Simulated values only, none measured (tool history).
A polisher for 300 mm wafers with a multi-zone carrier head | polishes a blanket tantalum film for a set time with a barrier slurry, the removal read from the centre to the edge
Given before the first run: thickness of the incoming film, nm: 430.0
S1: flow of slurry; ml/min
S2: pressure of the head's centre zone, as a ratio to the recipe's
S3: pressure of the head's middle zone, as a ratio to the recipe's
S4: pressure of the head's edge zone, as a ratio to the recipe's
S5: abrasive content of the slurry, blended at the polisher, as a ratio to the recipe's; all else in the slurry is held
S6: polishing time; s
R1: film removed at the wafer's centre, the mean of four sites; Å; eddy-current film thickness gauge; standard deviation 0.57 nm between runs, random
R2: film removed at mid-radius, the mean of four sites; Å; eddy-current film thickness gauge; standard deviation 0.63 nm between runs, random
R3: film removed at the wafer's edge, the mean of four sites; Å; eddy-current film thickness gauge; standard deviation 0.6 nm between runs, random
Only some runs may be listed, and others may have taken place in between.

Run 1, day 0.000: S1 225 ml/min, S2 1.00, S3 1.00, S4 1.00, S5 1.00, S6 32 s. Result: R1 686.79 Å, R2 689.40 Å, R3 680.97 Å.
Run 2, day 0.312: S1 220 ml/min, S2 1.00, S3 1.00, S4 0.97, S5 0.95, S6 32 s. Result: R1 685.55 Å, R2 684.10 Å, R3 656.71 Å.
Run 3, day 0.675: S1 220 ml/min, S2 1.00, S3 1.00, S4 1.01, S5 0.95, S6 32 s. Result: R1 680.34 Å, R2 693.45 Å, R3 690.92 Å.
Run 4, day 0.746: S1 215 ml/min, S2 0.99, S3 0.99, S4 0.98, S5 0.95, S6 32 s. Result: R1 679.60 Å, R2 676.28 Å, R3 660.41 Å.
Run 5, day 0.900: S1 215 ml/min, S2 0.99, S3 1.03, S4 0.98, S5 0.95, S6 32 s. Result: R1 665.50 Å, R2 701.13 Å, R3 667.49 Å.
Run 6, day 1.262: S1 215 ml/min, S2 0.99, S3 1.03, S4 0.98, S5 0.95, S6 40 s. Result: R1 845.41 Å, R2 886.43 Å, R3 831.21 Å.
Run 7, day 1.508: S1 215 ml/min, S2 0.98, S3 1.01, S4 0.95, S5 0.85, S6 39 s. Result: R1 787.12 Å, R2 836.07 Å, R3 776.40 Å.
Run 8, day 1.662: S1 210 ml/min, S2 0.98, S3 0.99, S4 0.93, S5 0.80, S6 38 s. Result: R1 767.15 Å, R2 773.85 Å, R3 737.24 Å.
Run 9, day 1.871: S1 210 ml/min, S2 0.98, S3 0.99, S4 0.91, S5 0.75, S6 37 s. Result: R1 737.18 Å, R2 759.47 Å, R3 710.35 Å.
Run 10, day 2.021: S1 210 ml/min, S2 0.98, S3 0.98, S4 0.89, S5 0.70, S6 36 s. Result: R1 706.63 Å, R2 714.26 Å, R3 674.58 Å.
Run 11, day 2.367: S1 205 ml/min, S2 0.98, S3 0.98, S4 0.88, S5 0.65, S6 35 s. Result: R1 672.02 Å, R2 671.45 Å, R3 640.13 Å.

Run 12 comes next. What will it give?
Run 12, day 2.675: S1 200 ml/min, S2 0.98, S3 0.98, S4 0.87, S5 0.60, S6 35 s. Result: R1 ?, R2 ?, R3 ?.

{"run 12": {"R1": 651.78, "R2": 672.74, "R3": 627.85}}

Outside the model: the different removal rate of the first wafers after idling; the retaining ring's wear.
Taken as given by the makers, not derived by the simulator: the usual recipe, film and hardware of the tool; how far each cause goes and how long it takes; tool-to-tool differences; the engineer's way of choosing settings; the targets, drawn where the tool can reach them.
